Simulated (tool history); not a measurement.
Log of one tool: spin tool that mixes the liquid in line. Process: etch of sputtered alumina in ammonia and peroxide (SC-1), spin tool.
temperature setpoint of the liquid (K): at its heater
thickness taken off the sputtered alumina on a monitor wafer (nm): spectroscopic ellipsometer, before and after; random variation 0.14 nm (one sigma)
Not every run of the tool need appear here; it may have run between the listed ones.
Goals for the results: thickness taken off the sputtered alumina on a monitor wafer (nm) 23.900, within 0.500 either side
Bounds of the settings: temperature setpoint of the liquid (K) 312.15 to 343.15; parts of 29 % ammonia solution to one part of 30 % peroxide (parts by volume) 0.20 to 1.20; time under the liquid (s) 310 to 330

run	hour	temperature setpoint of the liquid (K)	parts of 29 % ammonia solution to one part of 30 % peroxide (parts by volume)	time under the liquid (s)	thickness taken off the sputtered alumina on a monitor wafer (nm)
1	0.0	328.15	0.85	310	18.365
2	4.1	328.15	0.85	330	19.621
3	12.9	328.15	1.00	330	19.726
4	17.5	329.15	1.00	330	20.817
5	21.2	329.15	1.20	330	21.262
6	27.0	322.15	1.20	330	14.480
7	34.0	324.65	1.20	330	16.676
8	41.3	326.65	1.20	330	18.532
9	44.3	327.65	1.20	330	19.701
10	45.5	328.65	1.20	330	20.748

Pick the move, out of 4, that brings all results within their allowed miss; only one does.
A	46.7	331.15	1.20	320	?
B	46.7	330.65	1.00	330	?
C	46.7	328.65	1.20	310	?
D	46.7	331.65	1.00	330	?

move	thickness taken off the sputtered alumina on a monitor wafer (nm)
A	22.848
B	22.563
C	19.414
D	23.768
A: an improvement on the last run, though not all results are within tolerance
B: an improvement on the last run, though not all results are within tolerance
C: further off than the last run
D: every result lands within tolerance
The right move is D.
